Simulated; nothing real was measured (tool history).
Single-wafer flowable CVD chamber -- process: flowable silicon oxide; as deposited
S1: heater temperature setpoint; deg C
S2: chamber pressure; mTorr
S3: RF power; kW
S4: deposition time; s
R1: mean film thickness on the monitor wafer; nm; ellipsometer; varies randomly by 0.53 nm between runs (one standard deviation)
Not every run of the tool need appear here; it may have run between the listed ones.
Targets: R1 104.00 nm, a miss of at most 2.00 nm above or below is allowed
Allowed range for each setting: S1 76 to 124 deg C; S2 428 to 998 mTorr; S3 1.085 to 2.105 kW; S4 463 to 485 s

Run 1, hour 0.0: S1 100 deg C, S2 713 mTorr, S3 1.595 kW, S4 485 s. Result: R1 238.93 nm.
Run 2, hour 0.8: S1 104 deg C, S2 710 mTorr, S3 1.595 kW, S4 485 s. Result: R1 210.64 nm.
Run 3, hour 9.3: S1 104 deg C, S2 818 mTorr, S3 1.595 kW, S4 485 s. Result: R1 239.26 nm.
Run 4, hour 11.0: S1 104 deg C, S2 881 mTorr, S3 1.595 kW, S4 485 s. Result: R1 258.06 nm.
Run 5, hour 14.7: S1 113 deg C, S2 881 mTorr, S3 1.595 kW, S4 485 s. Result: R1 196.48 nm.
Run 6, hour 16.0: S1 115 deg C, S2 844 mTorr, S3 1.590 kW, S4 485 s. Result: R1 176.26 nm.
Run 7, hour 18.8: S1 117 deg C, S2 812 mTorr, S3 1.585 kW, S4 485 s. Result: R1 162.34 nm.
Run 8, hour 26.9: S1 118 deg C, S2 779 mTorr, S3 1.580 kW, S4 485 s. Result: R1 150.55 nm.
Run 9, hour 34.7: S1 119 deg C, S2 753 mTorr, S3 1.575 kW, S4 485 s. Result: R1 142.05 nm.
Run 10, hour 41.8: S1 120 deg C, S2 730 mTorr, S3 1.570 kW, S4 485 s. Result: R1 132.97 nm.
Run 11, hour 44.9: S1 121 deg C, S2 713 mTorr, S3 1.565 kW, S4 485 s. Result: R1 127.31 nm.
Run 12, hour 46.3: S1 122 deg C, S2 697 mTorr, S3 1.560 kW, S4 485 s. Result: R1 121.04 nm.
Run 13, hour 53.7: S1 122 deg C, S2 684 mTorr, S3 1.555 kW, S4 485 s. Result: R1 118.52 nm.
Run 14, hour 55.6: S1 122 deg C, S2 674 mTorr, S3 1.555 kW, S4 485 s. Result: R1 117.84 nm.
Run 15, hour 56.3: S1 122 deg C, S2 665 mTorr, S3 1.555 kW, S4 485 s. Result: R1 115.45 nm.
Run 16, hour 56.9: S1 122 deg C, S2 659 mTorr, S3 1.555 kW, S4 485 s. Result: R1 114.67 nm.
Run 17, hour 58.5: S1 122 deg C, S2 654 mTorr, S3 1.555 kW, S4 485 s. Result: R1 113.66 nm.
Run 18, hour 61.2: S1 124 deg C, S2 640 mTorr, S3 1.555 kW, S4 485 s. Result: R1 106.33 nm.
Run 19, hour 62.5: S1 124 deg C, S2 640 mTorr, S3 1.555 kW, S4 485 s. Result: R1 106.26 nm.
Run 20, hour 67.2: S1 124 deg C, S2 640 mTorr, S3 1.555 kW, S4 485 s. Result: R1 105.70 nm.

5 next moves are on the table. One of them brings every result within its allowed miss. Which?
Run A, hour 71.9: S1 122 deg C, S2 633 mTorr, S3 1.520 kW, S4 480 s. Result: R1 ?.
Run B, hour 71.9: S1 121 deg C, S2 661 mTorr, S3 1.290 kW, S4 477 s. Result: R1 ?.
Run C, hour 71.9: S1 123 deg C, S2 667 mTorr, S3 1.600 kW, S4 463 s. Result: R1 ?.
Run D, hour 71.9: S1 122 deg C, S2 632 mTorr, S3 1.515 kW, S4 484 s. Result: R1 ?.
Run E, hour 71.9: S1 122 deg C, S2 618 mTorr, S3 1.635 kW, S4 463 s. Result: R1 ?.

move      R1
   A  108.25
   B  108.31
   C  108.72
   D  108.86
   E  104.37
A: moves away from the targets compared with the last run
B: moves away from the targets compared with the last run
C: moves away from the targets compared with the last run
D: moves away from the targets compared with the last run
E: every result lands within tolerance
Go with E: it meets all targets.
